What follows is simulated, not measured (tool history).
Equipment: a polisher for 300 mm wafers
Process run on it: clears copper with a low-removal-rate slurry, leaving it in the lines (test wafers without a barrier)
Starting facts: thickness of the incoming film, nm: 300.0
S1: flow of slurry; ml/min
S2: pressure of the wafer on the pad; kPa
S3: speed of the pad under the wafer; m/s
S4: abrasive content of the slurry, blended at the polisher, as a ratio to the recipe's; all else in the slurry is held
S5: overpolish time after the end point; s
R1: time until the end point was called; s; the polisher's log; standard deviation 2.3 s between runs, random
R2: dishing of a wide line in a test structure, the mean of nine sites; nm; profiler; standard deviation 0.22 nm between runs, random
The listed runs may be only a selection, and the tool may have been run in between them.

{"run": 1, "hour": 0.0, "S1": 225, "S2": 22.1, "S3": 1.26, "S4": 1.0, "S5": 14, "R1": 66.216, "R2": 37.292}
{"run": 2, "hour": 2.1, "S1": 225, "S2": 19.3, "S3": 1.2, "S4": 1.0, "S5": 12, "R1": 82.361, "R2": 27.316}
{"run": 3, "hour": 3.0, "S1": 225, "S2": 19.3, "S3": 1.2, "S4": 0.85, "S5": 12, "R1": 83.349, "R2": 26.746}
{"run": 4, "hour": 7.1, "S1": 225, "S2": 19.3, "S3": 1.2, "S4": 0.7, "S5": 12, "R1": 87.758, "R2": 26.261}
{"run": 5, "hour": 14.4, "S1": 200, "S2": 19.3, "S3": 1.2, "S4": 0.7, "S5": 12, "R1": 92.074, "R2": 26.184}
{"run": 6, "hour": 16.3, "S1": 200, "S2": 19.3, "S3": 1.2, "S4": 0.7, "S5": 16, "R1": 93.583, "R2": 32.963}
{"run": 7, "hour": 25.3, "S1": 230, "S2": 16.5, "S3": 1.18, "S4": 0.75, "S5": 14, "R1": 99.347, "R2": 26.296}

What does the tool deliver on the next run?
{"run": 8, "hour": 26.1, "S1": 245, "S2": 14.5, "S3": 1.18, "S4": 0.75, "S5": 13, "R1": "?", "R2": "?"}

R1: 116.010 s
R2: 21.700 nm

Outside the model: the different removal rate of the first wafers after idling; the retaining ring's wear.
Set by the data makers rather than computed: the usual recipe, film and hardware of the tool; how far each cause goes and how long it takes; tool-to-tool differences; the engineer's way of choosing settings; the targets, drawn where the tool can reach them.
